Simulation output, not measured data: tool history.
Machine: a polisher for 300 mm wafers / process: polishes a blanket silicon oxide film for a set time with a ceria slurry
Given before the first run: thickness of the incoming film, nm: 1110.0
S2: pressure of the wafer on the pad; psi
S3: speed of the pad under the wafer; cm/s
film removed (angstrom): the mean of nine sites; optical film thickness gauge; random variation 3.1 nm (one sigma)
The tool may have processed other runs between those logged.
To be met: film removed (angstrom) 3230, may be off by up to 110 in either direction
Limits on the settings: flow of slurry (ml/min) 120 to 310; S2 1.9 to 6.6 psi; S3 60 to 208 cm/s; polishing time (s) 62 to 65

Run 1, hour 0: flow of slurry (ml/min) 200, S2 4.2 psi, S3 134 cm/s, polishing time (s) 62. Result: film removed (angstrom) 4882.1.
Run 2, hour 5.1: flow of slurry (ml/min) 200, S2 3.7 psi, S3 134 cm/s, polishing time (s) 62. Result: film removed (angstrom) 4247.1.
Run 3, hour 10.8: flow of slurry (ml/min) 200, S2 3.7 psi, S3 134 cm/s, polishing time (s) 62. Result: film removed (angstrom) 4295.1.
Run 4, hour 15.1: flow of slurry (ml/min) 200, S2 3.4 psi, S3 134 cm/s, polishing time (s) 62. Result: film removed (angstrom) 3948.9.
Run 5, hour 18.2: flow of slurry (ml/min) 200, S2 3.2 psi, S3 134 cm/s, polishing time (s) 62. Result: film removed (angstrom) 3698.3.
Run 6, hour 20.5: flow of slurry (ml/min) 200, S2 2.2 psi, S3 134 cm/s, polishing time (s) 62. Result: film removed (angstrom) 2660.3.
Run 7, hour 28.2: flow of slurry (ml/min) 200, S2 2.2 psi, S3 134 cm/s, polishing time (s) 62. Result: film removed (angstrom) 2619.2.
Run 8, hour 32.4: flow of slurry (ml/min) 205, S2 2.4 psi, S3 134 cm/s, polishing time (s) 62. Result: film removed (angstrom) 2898.1.
Run 9, hour 37.9: flow of slurry (ml/min) 220, S2 2.4 psi, S3 134 cm/s, polishing time (s) 62. Result: film removed (angstrom) 2895.4.
Run 10, hour 45.7: flow of slurry (ml/min) 225, S2 2.5 psi, S3 134 cm/s, polishing time (s) 62. Result: film removed (angstrom) 2953.5.
Run 11, hour 48.4: flow of slurry (ml/min) 225, S2 2.6 psi, S3 134 cm/s, polishing time (s) 62. Result: film removed (angstrom) 3087.5.
Run 12, hour 55.6: flow of slurry (ml/min) 230, S2 2.8 psi, S3 134 cm/s, polishing time (s) 62. Result: film removed (angstrom) 3305.1.

5 next moves are on the table. One of them brings every result within its allowed miss. Which?
Run A, hour 62.8: flow of slurry (ml/min) 165, S2 3 psi, S3 130 cm/s, polishing time (s) 65. Result: film removed (angstrom) ?.
Run B, hour 62.8: flow of slurry (ml/min) 215, S2 2.4 psi, S3 156 cm/s, polishing time (s) 65. Result: film removed (angstrom) ?.
Run C, hour 62.8: flow of slurry (ml/min) 210, S2 2.3 psi, S3 162 cm/s, polishing time (s) 65. Result: film removed (angstrom) ?.
Run D, hour 62.8: flow of slurry (ml/min) 200, S2 2.6 psi, S3 138 cm/s, polishing time (s) 63. Result: film removed (angstrom) ?.
Run E, hour 62.8: flow of slurry (ml/min) 215, S2 2.7 psi, S3 124 cm/s, polishing time (s) 63. Result: film removed (angstrom) ?.

move  film removed (angstrom)
   A                   3524.2
   B                   3510.6
   C                   3489.1
   D                   3232.5
   E                   3045.5
A: moves away from the targets compared with the last run
B: moves away from the targets compared with the last run
C: moves away from the targets compared with the last run
D: each result inside its tolerance
E: takes the biggest miss from the last run beyond its target
Answer: D
